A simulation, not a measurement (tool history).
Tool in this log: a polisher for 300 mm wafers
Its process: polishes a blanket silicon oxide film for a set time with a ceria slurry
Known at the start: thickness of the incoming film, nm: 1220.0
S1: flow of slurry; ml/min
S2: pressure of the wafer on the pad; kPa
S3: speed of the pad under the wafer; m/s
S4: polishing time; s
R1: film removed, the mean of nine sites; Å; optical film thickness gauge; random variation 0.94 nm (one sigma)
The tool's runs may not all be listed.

Run 1, hour 0.0: S1 300 ml/min, S2 22.1 kPa, S3 1.02 m/s, S4 53 s. Result: R1 1979.4 Å.
Run 2, hour 3.9: S1 300 ml/min, S2 19.3 kPa, S3 1.02 m/s, S4 53 s. Result: R1 1750.3 Å.
Run 3, hour 5.0: S1 300 ml/min, S2 24.1 kPa, S3 1.02 m/s, S4 53 s. Result: R1 2133.1 Å.
Run 4, hour 7.2: S1 300 ml/min, S2 21.4 kPa, S3 1.00 m/s, S4 53 s. Result: R1 1889.6 Å.
Run 5, hour 11.8: S1 300 ml/min, S2 21.4 kPa, S3 0.88 m/s, S4 53 s. Result: R1 1731.6 Å.
Run 6, hour 19.4: S1 300 ml/min, S2 21.4 kPa, S3 0.64 m/s, S4 53 s. Result: R1 1430.5 Å.
Run 7, hour 28.0: S1 300 ml/min, S2 20.0 kPa, S3 0.64 m/s, S4 53 s. Result: R1 1343.6 Å.
Run 8, hour 29.4: S1 300 ml/min, S2 19.3 kPa, S3 0.64 m/s, S4 53 s. Result: R1 1293.4 Å.

Forecast run 9:
Run 9, hour 32.5: S1 300 ml/min, S2 18.6 kPa, S3 0.64 m/s, S4 53 s. Result: R1 ?.

R1: 1259.5 Å
